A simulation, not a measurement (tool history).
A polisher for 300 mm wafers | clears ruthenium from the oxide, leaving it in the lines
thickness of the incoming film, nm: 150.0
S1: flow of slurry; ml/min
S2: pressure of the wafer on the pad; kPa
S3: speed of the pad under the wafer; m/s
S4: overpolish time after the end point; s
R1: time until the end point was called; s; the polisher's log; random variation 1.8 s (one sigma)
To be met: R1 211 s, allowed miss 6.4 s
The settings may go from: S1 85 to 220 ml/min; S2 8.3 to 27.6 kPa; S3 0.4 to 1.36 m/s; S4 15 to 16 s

{"run": 1, "hour": 0.0, "S1": 140, "S2": 17.9, "S3": 0.88, "S4": 15, "R1": 108.37}
{"run": 2, "hour": 1.3, "S1": 135, "S2": 15.9, "S3": 0.86, "S4": 15, "R1": 121.44}
{"run": 3, "hour": 7.2, "S1": 135, "S2": 15.9, "S3": 0.94, "S4": 15, "R1": 112.64}
{"run": 4, "hour": 11.1, "S1": 135, "S2": 20, "S3": 0.94, "S4": 15, "R1": 93.162}
{"run": 5, "hour": 11.8, "S1": 160, "S2": 20, "S3": 0.94, "S4": 15, "R1": 90.213}
{"run": 6, "hour": 19.8, "S1": 160, "S2": 20, "S3": 0.94, "S4": 16, "R1": 88.54}
{"run": 7, "hour": 27.4, "S1": 155, "S2": 17.9, "S3": 0.9, "S4": 16, "R1": 103.32}
{"run": 8, "hour": 30.1, "S1": 150, "S2": 15.9, "S3": 0.86, "S4": 16, "R1": 120.93}
{"run": 9, "hour": 35.6, "S1": 145, "S2": 14.5, "S3": 0.84, "S4": 16, "R1": 134.61}
{"run": 10, "hour": 43.9, "S1": 140, "S2": 13.1, "S3": 0.82, "S4": 16, "R1": 150.14}
{"run": 11, "hour": 51.8, "S1": 110, "S2": 8.3, "S3": 0.78, "S4": 16, "R1": 232.42}
{"run": 12, "hour": 53.1, "S1": 110, "S2": 8.3, "S3": 0.78, "S4": 16, "R1": 232.7}
{"run": 13, "hour": 55.3, "S1": 115, "S2": 8.3, "S3": 0.78, "S4": 16, "R1": 230.84}
{"run": 14, "hour": 60.8, "S1": 120, "S2": 8.3, "S3": 0.78, "S4": 16, "R1": 223.84}
{"run": 15, "hour": 64.8, "S1": 125, "S2": 8.3, "S3": 0.78, "S4": 16, "R1": 221.73}
{"run": 16, "hour": 68.0, "S1": 125, "S2": 8.3, "S3": 0.78, "S4": 16, "R1": 222.18}
{"run": 17, "hour": 77.0, "S1": 130, "S2": 8.3, "S3": 0.78, "S4": 16, "R1": 219.41}
{"run": 18, "hour": 85.2, "S1": 135, "S2": 8.3, "S3": 0.78, "S4": 16, "R1": 222.9}
{"run": 19, "hour": 86.3, "S1": 135, "S2": 8.3, "S3": 0.78, "S4": 16, "R1": 218.66}

4 next moves are on the table. One of them brings every result within its allowed miss. Which?
{"run": "A", "hour": 87.4, "S1": 100, "S2": 11.7, "S3": 0.72, "S4": 16, "R1": "?"}
{"run": "B", "hour": 87.4, "S1": 145, "S2": 8.3, "S3": 0.8, "S4": 15, "R1": "?"}
{"run": "C", "hour": 87.4, "S1": 140, "S2": 9.7, "S3": 0.78, "S4": 15, "R1": "?"}
{"run": "D", "hour": 87.4, "S1": 155, "S2": 8.3, "S3": 0.7, "S4": 15, "R1": "?"}

move=A R1=200.41
move=B R1=212.48
move=C R1=196.92
move=D R1=238.69
A: takes the result that was furthest off past its target
B: meets every target
C: takes the result that was furthest off past its target
D: further off than the last run
The right move is B.
